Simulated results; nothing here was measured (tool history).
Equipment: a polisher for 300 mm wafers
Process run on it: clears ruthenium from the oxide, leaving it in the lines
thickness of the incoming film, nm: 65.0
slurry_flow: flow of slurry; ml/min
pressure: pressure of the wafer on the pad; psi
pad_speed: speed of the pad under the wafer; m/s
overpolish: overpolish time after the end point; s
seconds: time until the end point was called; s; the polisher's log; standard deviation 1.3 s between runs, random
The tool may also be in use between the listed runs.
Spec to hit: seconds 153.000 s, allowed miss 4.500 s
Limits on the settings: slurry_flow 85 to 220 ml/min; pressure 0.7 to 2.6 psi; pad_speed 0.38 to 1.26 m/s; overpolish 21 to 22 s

Run 1, hour 0.0: slurry_flow 140 ml/min, pressure 1.6 psi, pad_speed 0.82 m/s, overpolish 21 s. Result: seconds 90.099 s.
Run 2, hour 4.5: slurry_flow 140 ml/min, pressure 1.6 psi, pad_speed 0.82 m/s, overpolish 21 s. Result: seconds 90.194 s.
Run 3, hour 5.7: slurry_flow 135 ml/min, pressure 1.4 psi, pad_speed 0.82 m/s, overpolish 21 s. Result: seconds 102.950 s.
Run 4, hour 7.0: slurry_flow 110 ml/min, pressure 1.4 psi, pad_speed 0.82 m/s, overpolish 21 s. Result: seconds 108.320 s.
Run 5, hour 15.1: slurry_flow 110 ml/min, pressure 1.4 psi, pad_speed 1.00 m/s, overpolish 21 s. Result: seconds 91.534 s.
Run 6, hour 23.2: slurry_flow 105 ml/min, pressure 1.2 psi, pad_speed 0.98 m/s, overpolish 21 s. Result: seconds 108.560 s.
Run 7, hour 27.1: slurry_flow 100 ml/min, pressure 1.1 psi, pad_speed 0.98 m/s, overpolish 21 s. Result: seconds 118.720 s.
Run 8, hour 28.0: slurry_flow 95 ml/min, pressure 1.0 psi, pad_speed 0.98 m/s, overpolish 21 s. Result: seconds 129.790 s.
Run 9, hour 33.9: slurry_flow 95 ml/min, pressure 0.9 psi, pad_speed 0.98 m/s, overpolish 21 s. Result: seconds 141.630 s.

Consider the 4 candidate settings below. Which is the only one whose results all fall within their allowed miss of target?
Run A, hour 39.8: slurry_flow 110 ml/min, pressure 0.8 psi, pad_speed 0.96 m/s, overpolish 21 s. Result: seconds ?.
Run B, hour 39.8: slurry_flow 120 ml/min, pressure 0.8 psi, pad_speed 1.12 m/s, overpolish 21 s. Result: seconds ?.
Run C, hour 39.8: slurry_flow 100 ml/min, pressure 1.0 psi, pad_speed 1.00 m/s, overpolish 21 s. Result: seconds ?.
Run D, hour 39.8: slurry_flow 110 ml/min, pressure 0.9 psi, pad_speed 0.96 m/s, overpolish 21 s. Result: seconds ?.

move  seconds
   A  153.890
   B  133.070
   C  127.150
   D  139.670
A: in spec on every target
B: moves away from the targets compared with the last run
C: moves away from the targets compared with the last run
D: moves away from the targets compared with the last run
Correct choice: A, which meets every target
